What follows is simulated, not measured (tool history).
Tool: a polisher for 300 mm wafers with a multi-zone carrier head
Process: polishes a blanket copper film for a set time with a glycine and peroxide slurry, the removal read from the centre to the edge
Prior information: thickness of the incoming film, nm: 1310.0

run	hour	flow of slurry (ml/min)	pressure of the head's centre zone	pressure of the head's middle zone	pressure of the head's edge zone	polishing time (s)	film removed at the wafer's centre (Å)	film removed at mid-radius (Å)	film removed at the wafer's edge (Å)
1	0	245	1	1	1	32	1218	1250.1	1213.7
2	6.1	240	0.97	1	0.98	30	1124.4	1152.6	1119.4
3	9.4	235	0.95	1.02	0.99	29	1060.3	1146.6	1116.3
4	16	235	0.95	0.96	0.99	29	1055.5	1075.5	1101.3
5	24.2	235	0.95	0.96	0.99	23	824.78	851.86	885.64
6	30.1	235	0.93	0.97	0.97	23	810.04	858.49	851.33
7	37.9	230	0.91	0.98	0.97	23	786.92	879.31	864.99

Forecast run 8:
8	45.4	225	0.9	0.98	0.96	23	?	?	?

film removed at the wafer's centre (Å): 771.49
film removed at mid-radius (Å): 868.01
film removed at the wafer's edge (Å): 862.64
